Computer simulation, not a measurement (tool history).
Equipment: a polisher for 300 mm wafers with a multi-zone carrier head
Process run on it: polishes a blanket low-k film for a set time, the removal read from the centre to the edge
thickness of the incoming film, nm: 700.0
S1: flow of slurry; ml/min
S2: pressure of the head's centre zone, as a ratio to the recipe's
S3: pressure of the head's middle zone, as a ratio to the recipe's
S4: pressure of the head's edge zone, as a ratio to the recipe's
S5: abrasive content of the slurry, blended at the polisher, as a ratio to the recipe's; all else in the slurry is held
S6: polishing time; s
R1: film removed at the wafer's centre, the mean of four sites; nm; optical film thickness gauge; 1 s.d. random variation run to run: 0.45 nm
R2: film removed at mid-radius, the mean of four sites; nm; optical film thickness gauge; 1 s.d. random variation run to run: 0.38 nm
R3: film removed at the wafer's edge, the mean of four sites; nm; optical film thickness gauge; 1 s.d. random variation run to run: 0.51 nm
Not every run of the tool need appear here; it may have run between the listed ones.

Run 1, hour 0.0: S1 200 ml/min, S2 1.00, S3 1.00, S4 1.00, S5 1.00, S6 77 s. Result: R1 31.271 nm, R2 32.177 nm, R3 32.122 nm.
Run 2, hour 8.4: S1 200 ml/min, S2 0.96, S3 1.00, S4 1.00, S5 1.00, S6 77 s. Result: R1 30.860 nm, R2 32.027 nm, R3 30.949 nm.
Run 3, hour 14.3: S1 200 ml/min, S2 0.96, S3 1.00, S4 0.94, S5 1.00, S6 77 s. Result: R1 30.493 nm, R2 32.934 nm, R3 30.863 nm.
Run 4, hour 23.2: S1 200 ml/min, S2 0.96, S3 1.00, S4 0.94, S5 1.00, S6 86 s. Result: R1 34.896 nm, R2 37.186 nm, R3 34.754 nm.
Run 5, hour 25.0: S1 205 ml/min, S2 0.99, S3 0.97, S4 0.97, S5 1.00, S6 86 s. Result: R1 35.911 nm, R2 35.583 nm, R3 35.776 nm.
Run 6, hour 27.5: S1 210 ml/min, S2 1.01, S3 0.95, S4 0.99, S5 1.00, S6 86 s. Result: R1 36.537 nm, R2 34.540 nm, R3 34.956 nm.
Run 7, hour 35.1: S1 195 ml/min, S2 1.03, S3 0.95, S4 1.03, S5 1.05, S6 86 s. Result: R1 37.968 nm, R2 35.744 nm, R3 36.623 nm.

For run 8, what comes out?
Run 8, hour 37.7: S1 200 ml/min, S2 1.02, S3 0.92, S4 1.07, S5 1.10, S6 86 s. Result: R1 ?, R2 ?, R3 ?.

Run 8 came out at R1 39.030 nm, R2 35.657 nm, R3 39.399 nm.
